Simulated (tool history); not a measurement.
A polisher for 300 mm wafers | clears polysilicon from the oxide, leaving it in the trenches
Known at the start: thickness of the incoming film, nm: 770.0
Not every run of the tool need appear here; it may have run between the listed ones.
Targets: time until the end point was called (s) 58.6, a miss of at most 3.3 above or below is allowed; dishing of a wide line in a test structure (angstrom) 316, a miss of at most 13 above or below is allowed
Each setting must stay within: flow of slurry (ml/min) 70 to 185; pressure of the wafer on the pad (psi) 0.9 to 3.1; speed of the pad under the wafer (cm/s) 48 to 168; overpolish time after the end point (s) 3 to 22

run	hour	flow of slurry (ml/min)	pressure of the wafer on the pad (psi)	speed of the pad under the wafer (cm/s)	overpolish time after the end point (s)	time until the end point was called (s)	dishing of a wide line in a test structure (angstrom)
1	0	120	2	108	11	73.495	364.88
2	1.7	110	2	108	11	74.353	369.2
3	6.7	110	2	120	11	67.96	373.24
4	9.6	110	2.2	120	11	61.141	385.15
5	14.8	120	2.2	120	10	58.47	369.23
6	18	120	2.2	120	7	61.463	356.48
7	26.4	125	2.2	120	7	60.155	350.77
8	31.3	155	2.1	120	3	60.335	244.7
9	34.8	150	2.1	120	3	59.735	240.09
10	41.1	145	2.1	120	3	59.568	242

Pick the move, out of 5, that brings all results within their allowed miss; only one does.
A	47.4	130	2.4	112	5	?	?
B	47.4	130	2.6	118	7	?	?
C	47.4	125	2.4	134	5	?	?
D	47.4	140	2	130	7	?	?
E	47.4	130	2.5	124	6	?	?

move	time until the end point was called (s)	dishing of a wide line in a test structure (angstrom)
A	58.009	318.75
B	50.998	366
C	49.137	338.27
D	59.005	353.79
E	50.492	353.94
A: meets every target
B: the result that was furthest off in the last run now lies on the other side of its target
C: the result that was furthest off in the last run now lies on the other side of its target
D: the result that was furthest off in the last run now lies on the other side of its target
E: the result that was furthest off in the last run now lies on the other side of its target
Move A is the one to make.
